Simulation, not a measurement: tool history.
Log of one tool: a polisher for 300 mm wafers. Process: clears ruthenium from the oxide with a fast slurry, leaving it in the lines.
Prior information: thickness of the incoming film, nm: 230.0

run  hour  flow of slurry (ml/min)  pressure of the wafer on the pad (psi)  speed of the pad under the wafer (cm/s)  abrasive content of the slurry  overpolish time after the end point (s)  time until the end point was called (s)  dishing of a wide line in a test structure (nm)
  1   0.0                      130                                     2.4                                      106                            1.00                                       11                                   76.062                                           22.895
  2   4.1                      130                                     2.4                                      106                            1.15                                       11                                   71.353                                           24.497
  3   7.0                      130                                     2.4                                      106                            1.15                                       14                                   72.356                                           29.153
  4  13.8                      115                                     2.4                                      106                            1.15                                       14                                   72.930                                           27.876
  5  15.9                      115                                     2.4                                      106                            1.25                                       14                                   70.834                                           28.879
  6  23.0                      125                                     2.1                                      106                            1.25                                       11                                   77.054                                           22.653
  7  29.7                      125                                     1.9                                      106                            1.25                                        9                                   82.556                                           18.372
  8  36.7                      120                                     1.7                                      106                            1.25                                        8                                   89.934                                           15.788

Run 9 comes next. What will it give?
  9  40.9                      115                                     1.6                                      106                            1.25                                        8                                        ?                                                ?

time until the end point was called (s): 94.858
dishing of a wide line in a test structure (nm): 15.159
